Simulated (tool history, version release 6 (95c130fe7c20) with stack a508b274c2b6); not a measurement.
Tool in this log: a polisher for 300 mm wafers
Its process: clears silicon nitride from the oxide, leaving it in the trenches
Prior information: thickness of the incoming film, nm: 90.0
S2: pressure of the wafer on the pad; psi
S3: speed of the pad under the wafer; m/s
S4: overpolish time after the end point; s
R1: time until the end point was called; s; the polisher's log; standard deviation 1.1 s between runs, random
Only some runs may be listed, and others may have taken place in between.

{"run": 1, "day": 0.0, "flow of slurry (ml/min)": 280, "S2": 3.5, "S3": 0.98, "S4": 4, "R1": 76.784}
{"run": 2, "day": 0.083, "flow of slurry (ml/min)": 280, "S2": 3.3, "S3": 0.98, "S4": 4, "R1": 79.553}
{"run": 3, "day": 0.383, "flow of slurry (ml/min)": 280, "S2": 3.1, "S3": 0.98, "S4": 4, "R1": 81.134}
{"run": 4, "day": 0.479, "flow of slurry (ml/min)": 280, "S2": 3.1, "S3": 0.98, "S4": 3, "R1": 83.56}
{"run": 5, "day": 0.854, "flow of slurry (ml/min)": 330, "S2": 3.1, "S3": 0.98, "S4": 3, "R1": 80.473}
{"run": 6, "day": 0.912, "flow of slurry (ml/min)": 325, "S2": 2.9, "S3": 0.98, "S4": 3, "R1": 85.671}

For run 7, what comes out?
{"run": 7, "day": 1.192, "flow of slurry (ml/min)": 325, "S2": 2.8, "S3": 0.98, "S4": 3, "R1": "?"}

R1: 85.488 s

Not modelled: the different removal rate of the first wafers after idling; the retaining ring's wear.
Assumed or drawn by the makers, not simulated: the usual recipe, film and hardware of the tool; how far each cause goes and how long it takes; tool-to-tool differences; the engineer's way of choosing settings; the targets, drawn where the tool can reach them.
